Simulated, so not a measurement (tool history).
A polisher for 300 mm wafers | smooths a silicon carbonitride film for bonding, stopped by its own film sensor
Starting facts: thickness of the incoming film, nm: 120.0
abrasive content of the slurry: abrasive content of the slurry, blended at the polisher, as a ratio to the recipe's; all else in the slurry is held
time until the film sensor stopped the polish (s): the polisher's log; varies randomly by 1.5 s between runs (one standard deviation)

| run | hour | flow of slurry (ml/min) | pressure of the wafer on the pad (psi) | speed of the pad under the wafer (m/s) | abrasive content of the slurry | target thickness at which the film sensor stops the polish (angstrom) | time until the film sensor stopped the polish (s) |
|---|---|---|---|---|---|---|---|
| 1 | 0 | 225 | 2.3 | 1.08 | 1 | 920 | 117.77 |
| 2 | 7.1 | 225 | 2.4 | 1.08 | 1 | 920 | 110.67 |
| 3 | 15.8 | 225 | 2.5 | 1.08 | 1 | 920 | 109.65 |
| 4 | 22.6 | 225 | 2.5 | 1.08 | 1 | 910 | 117.12 |
| 5 | 27.1 | 225 | 2.1 | 1.08 | 1 | 910 | 135.11 |
| 6 | 27.8 | 225 | 2.3 | 1.1 | 1 | 910 | 120.49 |

Run 7 comes next. What will it give?
| 7 | 30.6 | 225 | 2.4 | 1.1 | 1 | 910 | ? |

time until the film sensor stopped the polish (s): 117.75
